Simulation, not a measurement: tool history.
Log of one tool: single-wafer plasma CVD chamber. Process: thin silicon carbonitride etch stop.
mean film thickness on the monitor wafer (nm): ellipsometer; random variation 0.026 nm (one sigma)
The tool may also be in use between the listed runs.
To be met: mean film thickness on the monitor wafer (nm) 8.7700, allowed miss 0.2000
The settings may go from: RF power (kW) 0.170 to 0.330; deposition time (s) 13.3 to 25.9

run    day  RF power (kW)  deposition time (s)  mean film thickness on the monitor wafer (nm)
  1  0.000          0.250                 19.6                                        12.9930
  2  0.358          0.265                 19.6                                        13.1460
  3  0.404          0.250                 18.3                                        12.0430
  4  0.433          0.240                 17.3                                        11.2080
  5  0.642          0.230                 16.6                                        10.6070
  6  0.808          0.220                 16.1                                        10.0490
  7  1.154          0.210                 15.9                                         9.7551
  8  1.412          0.205                 15.7                                         9.5815
  9  1.458          0.200                 15.6                                         9.4424
 10  1.783          0.195                 15.5                                         9.2486
 11  1.862          0.190                 15.5                                         9.1338
 12  1.988          0.185                 15.5                                         8.9782

4 next moves are on the table. One of them brings every result within its allowed miss. Which?
  A  2.112          0.185                 14.1                                              ?
  B  2.112          0.195                 14.6                                              ?
  C  2.112          0.170                 14.8                                              ?
  D  2.112          0.180                 15.9                                              ?

move  mean film thickness on the monitor wafer (nm)
   A                                         8.2219
   B                                         8.7033
   C                                         8.3211
   D                                         9.1640
A: takes the result that was furthest off past its target
B: meets every target
C: takes the result that was furthest off past its target
D: further off than the last run
Move B is the one to make.
